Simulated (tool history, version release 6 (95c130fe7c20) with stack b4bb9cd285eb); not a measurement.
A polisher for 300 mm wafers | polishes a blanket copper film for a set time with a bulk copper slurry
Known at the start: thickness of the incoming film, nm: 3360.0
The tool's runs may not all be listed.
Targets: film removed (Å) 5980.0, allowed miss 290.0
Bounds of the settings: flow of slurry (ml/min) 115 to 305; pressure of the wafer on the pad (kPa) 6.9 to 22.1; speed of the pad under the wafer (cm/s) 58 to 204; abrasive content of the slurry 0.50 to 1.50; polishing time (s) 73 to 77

run	hour	flow of slurry (ml/min)	pressure of the wafer on the pad (kPa)	speed of the pad under the wafer (cm/s)	abrasive content of the slurry	polishing time (s)	film removed (Å)
1	0.0	195	14.5	130	1.00	73	7353.2
2	3.4	195	14.5	130	1.00	73	7361.7
3	6.9	195	13.8	130	1.00	73	6882.8
4	9.4	195	13.1	130	1.00	73	6554.6
5	18.5	195	14.5	130	1.00	73	7340.5
6	26.5	195	13.8	130	1.00	73	7019.7
7	35.0	195	13.1	130	1.00	73	6718.7
8	42.1	195	12.4	130	1.00	73	6447.3

5 next moves are on the table. One of them brings every result within its allowed miss. Which?
A	49.2	145	11.0	138	0.95	77	?
B	49.2	190	11.7	148	1.00	73	?
C	49.2	225	12.4	132	1.10	73	?
D	49.2	195	10.3	156	1.05	77	?
E	49.2	190	15.9	112	0.90	73	?

move	film removed (Å)
A	6009.0
B	6703.7
C	6600.7
D	6639.2
E	6916.5
A: meets every target
B: further off than the last run
C: further off than the last run
D: further off than the last run
E: further off than the last run
The right move is A.

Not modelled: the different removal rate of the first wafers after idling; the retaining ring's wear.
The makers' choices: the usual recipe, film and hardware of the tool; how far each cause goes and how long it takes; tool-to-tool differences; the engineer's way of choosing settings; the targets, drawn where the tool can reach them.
